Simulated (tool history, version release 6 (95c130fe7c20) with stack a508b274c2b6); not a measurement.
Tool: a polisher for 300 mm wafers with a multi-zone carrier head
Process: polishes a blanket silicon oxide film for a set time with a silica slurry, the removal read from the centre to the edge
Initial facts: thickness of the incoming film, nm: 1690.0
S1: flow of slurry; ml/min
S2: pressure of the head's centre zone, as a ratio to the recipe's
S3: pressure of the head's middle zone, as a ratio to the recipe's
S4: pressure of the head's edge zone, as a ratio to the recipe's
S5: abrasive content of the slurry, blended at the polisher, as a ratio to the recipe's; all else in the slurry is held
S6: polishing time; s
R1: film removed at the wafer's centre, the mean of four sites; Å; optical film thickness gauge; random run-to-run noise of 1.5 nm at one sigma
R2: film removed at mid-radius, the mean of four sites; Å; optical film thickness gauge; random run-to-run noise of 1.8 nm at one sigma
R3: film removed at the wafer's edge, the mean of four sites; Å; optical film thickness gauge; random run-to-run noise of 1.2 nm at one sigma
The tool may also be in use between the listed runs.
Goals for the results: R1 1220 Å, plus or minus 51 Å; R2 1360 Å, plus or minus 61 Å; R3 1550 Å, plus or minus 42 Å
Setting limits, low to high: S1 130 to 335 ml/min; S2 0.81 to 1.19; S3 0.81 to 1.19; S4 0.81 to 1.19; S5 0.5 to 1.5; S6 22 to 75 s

| run | hour | S1 | S2 | S3 | S4 | S5 | S6 | R1 | R2 | R3 |
|---|---|---|---|---|---|---|---|---|---|---|
| 1 | 0 | 215 | 1 | 1 | 1 | 1 | 48 | 1322.3 | 1353.1 | 1309.4 |
| 2 | 2.8 | 215 | 1 | 1 | 1 | 0.85 | 48 | 1207.9 | 1213.3 | 1205.3 |
| 3 | 7 | 220 | 0.95 | 0.98 | 1.06 | 0.9 | 48 | 1186 | 1261.2 | 1288 |
| 4 | 12.7 | 225 | 0.92 | 0.95 | 1.1 | 0.95 | 48 | 1194.2 | 1253.8 | 1323.5 |
| 5 | 15.5 | 210 | 0.88 | 0.93 | 1.13 | 1.05 | 49 | 1193.6 | 1275.3 | 1460.8 |
| 6 | 19.8 | 215 | 0.87 | 0.94 | 1.14 | 1.05 | 49 | 1161.5 | 1347.7 | 1466.6 |
| 7 | 25.6 | 215 | 0.87 | 0.93 | 1.15 | 1.1 | 49 | 1194.1 | 1339.1 | 1509.6 |
| 8 | 34.3 | 215 | 0.87 | 0.93 | 1.15 | 1.1 | 49 | 1215.2 | 1317.7 | 1487.8 |

4 next moves are on the table. One of them brings every result within its allowed miss. Which?
| A | 43 | 230 | 0.98 | 0.91 | 1.11 | 1 | 50 | ? | ? | ? |
| B | 43 | 245 | 0.84 | 0.9 | 1.14 | 1.05 | 51 | ? | ? | ? |
| C | 43 | 200 | 0.9 | 0.9 | 1.13 | 1.15 | 47 | ? | ? | ? |
| D | 43 | 205 | 0.9 | 0.85 | 1.18 | 1.1 | 49 | ? | ? | ? |

| move | R1 | R2 | R3 |
|---|---|---|---|
| A | 1331.8 | 1280.5 | 1443.4 |
| B | 1202.8 | 1338.4 | 1539.4 |
| C | 1201.9 | 1251.3 | 1443.9 |
| D | 1232 | 1223.3 | 1512.9 |
A: the biggest miss grows against the last run
B: all results in spec
C: the biggest miss grows against the last run
D: gets the furthest-off result to its target, but another result is out of tolerance
Go with B: it meets all targets.
